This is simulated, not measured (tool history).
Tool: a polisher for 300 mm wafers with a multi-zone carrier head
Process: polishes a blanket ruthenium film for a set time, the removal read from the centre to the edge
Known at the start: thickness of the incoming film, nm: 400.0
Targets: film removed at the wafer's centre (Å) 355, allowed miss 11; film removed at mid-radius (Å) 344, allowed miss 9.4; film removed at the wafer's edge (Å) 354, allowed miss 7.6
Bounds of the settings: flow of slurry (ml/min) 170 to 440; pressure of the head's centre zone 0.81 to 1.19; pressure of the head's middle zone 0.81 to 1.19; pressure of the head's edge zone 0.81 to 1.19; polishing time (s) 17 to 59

run,hour,flow of slurry (ml/min),pressure of the head's centre zone,pressure of the head's middle zone,pressure of the head's edge zone,polishing time (s),film removed at the wafer's centre (Å),film removed at mid-radius (Å),film removed at the wafer's edge (Å)
1,0,280,1,1,1,38,458.5,442.14,432.51
2,5.4,280,1,1,0.96,38,447.88,444.68,425.89
3,11,275,0.99,0.98,0.94,37,431.73,421.97,406.78
4,18.6,270,0.98,0.96,0.92,37,429.95,415.66,401.36
5,24.1,270,0.98,1.01,0.92,37,425.32,434.73,399.27
6,24.8,270,0.98,1.07,0.92,37,428.17,451.87,400.81
7,31.5,260,0.97,1.04,0.91,37,418.69,439.3,402.49
8,34.4,260,0.96,1.01,0.9,36,410.07,421.42,387.83
9,35.9,255,0.95,0.99,0.89,36,404.96,415.91,384.52
# hour 40.5: worn pad replaced by a new one
10,40.5,250,0.94,0.97,0.89,36,431.45,449.12,429.96
11,43.9,170,1.04,1.04,0.99,28,352.17,352.18,335.81
12,48.1,170,1.04,1.03,1,28,356.44,351.39,335.13
13,52.4,170,1.04,1.02,1.01,28,355.87,346.99,338.16
14,56.5,170,1.04,1.02,1.02,28,357.66,351.61,337.88
15,64.4,170,1.03,1.01,1.03,28,355.11,347.65,343.91

Which of these 5 next moves meets every target?
A,72.3,180,1.12,1.06,1.08,26,?,?,?
B,72.3,175,0.98,1.05,0.98,28,?,?,?
C,72.3,190,1.05,1.03,1.06,27,?,?,?
D,72.3,175,1,0.97,1.03,29,?,?,?
E,72.3,255,1.11,1.03,1,26,?,?,?

move,film removed at the wafer's centre (Å),film removed at mid-radius (Å),film removed at the wafer's edge (Å)
A,360.08,332.86,328.2
B,337.44,354.48,336.08
C,353.25,339.97,339.64
D,356.48,343.29,356.95
E,374.12,338.98,326.29
A: further off than the last run
B: further off than the last run
C: further off than the last run
D: meets every target
E: further off than the last run
Move D is the one to make.
